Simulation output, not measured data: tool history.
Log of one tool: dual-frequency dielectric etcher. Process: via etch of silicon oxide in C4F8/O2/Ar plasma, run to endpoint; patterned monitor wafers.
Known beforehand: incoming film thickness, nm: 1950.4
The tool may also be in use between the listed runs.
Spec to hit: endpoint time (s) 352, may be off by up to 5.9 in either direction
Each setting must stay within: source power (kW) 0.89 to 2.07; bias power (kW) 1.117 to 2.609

| run | hour | source power (kW) | bias power (kW) | endpoint time (s) |
|---|---|---|---|---|
| 1 | 0 | 1.48 | 1.863 | 383.71 |
| 2 | 7.2 | 1.35 | 1.863 | 397.88 |
| 3 | 14.7 | 1.61 | 1.863 | 368.83 |
| 4 | 16.1 | 1.51 | 1.863 | 381.8 |
| 5 | 22.3 | 1.51 | 1.544 | 398.35 |
| 6 | 23 | 1.51 | 1.389 | 407.01 |
| 7 | 24.3 | 1.62 | 1.413 | 391.38 |
| 8 | 25.6 | 1.7 | 1.428 | 385.72 |
| 9 | 27.7 | 1.78 | 1.446 | 377.7 |
| 10 | 32.9 | 1.78 | 1.446 | 373.23 |

5 candidate next runs follow, results not yet known. Just one meets every target within its allowed miss. Identify it.
| A | 38.1 | 1.81 | 2.188 | ? |
| B | 38.1 | 2.07 | 1.712 | ? |
| C | 38.1 | 2.06 | 1.495 | ? |
| D | 38.1 | 1.73 | 1.416 | ? |
| E | 38.1 | 1.71 | 1.38 | ? |

| move | endpoint time (s) |
|---|---|
| A | 340.29 |
| B | 341.57 |
| C | 352.49 |
| D | 382.81 |
| E | 386.71 |
A: takes the result that was furthest off past its target
B: takes the result that was furthest off past its target
C: in spec on every target
D: its largest miss is bigger than the last run's
E: its largest miss is bigger than the last run's
Answer: C
